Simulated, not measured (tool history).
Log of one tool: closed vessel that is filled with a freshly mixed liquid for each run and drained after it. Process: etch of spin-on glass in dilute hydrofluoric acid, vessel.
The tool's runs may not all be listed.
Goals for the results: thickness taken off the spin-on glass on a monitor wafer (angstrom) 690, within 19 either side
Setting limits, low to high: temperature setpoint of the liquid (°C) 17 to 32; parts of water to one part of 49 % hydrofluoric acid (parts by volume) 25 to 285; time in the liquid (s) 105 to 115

run,day,temperature setpoint of the liquid (°C),parts of water to one part of 49 % hydrofluoric acid (parts by volume),time in the liquid (s),thickness taken off the spin-on glass on a monitor wafer (angstrom)
1,0,24,155,105,244.15
2,0.304,26.5,125,105,343.75
3,0.5,29,125,105,375.2
4,0.779,29,150,105,304.94
5,1.138,30,120,105,408.86
6,1.362,30.5,100,105,516.02
7,1.671,31,90,105,593.38
8,1.817,31.5,85,105,644.79

Which one of the following 4 next-run settings gets every result inside its allowed miss? There is exactly one.
A,1.962,29.5,80,105,?
B,1.962,30,75,110,?
C,1.962,32,80,110,?
D,1.962,29.5,75,105,?

move,thickness taken off the spin-on glass on a monitor wafer (angstrom)
A,634.7
B,728.27
C,731.03
D,681.94
A: misses by more than the last run did
B: pushes the last run's worst result past its target
C: pushes the last run's worst result past its target
D: every result lands within tolerance
The right move is D.

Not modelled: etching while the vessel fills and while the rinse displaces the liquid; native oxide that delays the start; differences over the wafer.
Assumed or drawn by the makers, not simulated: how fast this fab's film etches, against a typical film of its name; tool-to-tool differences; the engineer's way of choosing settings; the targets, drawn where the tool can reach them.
